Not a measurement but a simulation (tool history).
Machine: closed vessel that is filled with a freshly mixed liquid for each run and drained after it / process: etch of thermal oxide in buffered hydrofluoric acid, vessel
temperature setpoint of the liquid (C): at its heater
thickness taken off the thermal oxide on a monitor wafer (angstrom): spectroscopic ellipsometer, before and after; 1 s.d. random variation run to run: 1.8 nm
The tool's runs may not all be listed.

run	day	temperature setpoint of the liquid (C)	parts of 40 % ammonium fluoride to one part of 49 % hydrofluoric acid (parts by volume)	time in the liquid (s)	thickness taken off the thermal oxide on a monitor wafer (angstrom)
1	0	25	7	95	1470.5
2	0.15	27	7	95	1649.5
3	0.196	27	7	95	1650.1
4	0.446	27	7	95	1625.9
5	0.65	30	7	95	1947.2
# day 0.821: thermometer replaced
6	0.821	30	7	95	2062.7
7	0.942	30.5	7	95	2107.4

The next listed run, before its measurement:
8	1.121	31.5	7	95	?

thickness taken off the thermal oxide on a monitor wafer (angstrom): 2261
